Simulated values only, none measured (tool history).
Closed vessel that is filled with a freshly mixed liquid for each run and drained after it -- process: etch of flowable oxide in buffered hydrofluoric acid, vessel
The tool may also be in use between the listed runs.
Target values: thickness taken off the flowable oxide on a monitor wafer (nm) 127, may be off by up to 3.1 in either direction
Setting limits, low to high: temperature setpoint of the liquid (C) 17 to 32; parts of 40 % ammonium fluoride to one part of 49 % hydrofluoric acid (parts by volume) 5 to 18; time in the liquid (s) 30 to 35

| run | hour | temperature setpoint of the liquid (C) | parts of 40 % ammonium fluoride to one part of 49 % hydrofluoric acid (parts by volume) | time in the liquid (s) | thickness taken off the flowable oxide on a monitor wafer (nm) |
|---|---|---|---|---|---|
| 1 | 0 | 24 | 11 | 35 | 63.921 |
| 2 | 2.4 | 27 | 11 | 35 | 75.151 |
| 3 | 5.9 | 28.5 | 10 | 35 | 90.006 |
| 4 | 10.6 | 28.5 | 12.5 | 35 | 72.335 |
|  | 15.2 | thermometer replaced |
| 5 | 15.2 | 27 | 12.5 | 35 | 74.108 |
| 6 | 16.6 | 28.5 | 10 | 35 | 102.52 |
| 7 | 19.6 | 29.5 | 10 | 35 | 107.03 |
| 8 | 20.7 | 30 | 10 | 35 | 109.58 |
| 9 | 29.6 | 30.5 | 10 | 35 | 112.34 |
| 10 | 35.6 | 31 | 10 | 35 | 116.19 |

Which of these 5 next moves meets every target?
| A | 41.6 | 31.5 | 7.5 | 30 | ? |
| B | 41.6 | 30 | 8 | 35 | ? |
| C | 41.6 | 29 | 8 | 35 | ? |
| D | 41.6 | 32 | 10.5 | 30 | ? |
| E | 41.6 | 30.5 | 8 | 35 | ? |

| move | thickness taken off the flowable oxide on a monitor wafer (nm) |
|---|---|
| A | 132.27 |
| B | 133.1 |
| C | 126.29 |
| D | 99.494 |
| E | 136.63 |
A: moves the result that the last run missed by most past its target, out the other side
B: moves the result that the last run missed by most past its target, out the other side
C: meets every target
D: moves away from the targets compared with the last run
E: moves the result that the last run missed by most past its target, out the other side
Go with C: it meets all targets.

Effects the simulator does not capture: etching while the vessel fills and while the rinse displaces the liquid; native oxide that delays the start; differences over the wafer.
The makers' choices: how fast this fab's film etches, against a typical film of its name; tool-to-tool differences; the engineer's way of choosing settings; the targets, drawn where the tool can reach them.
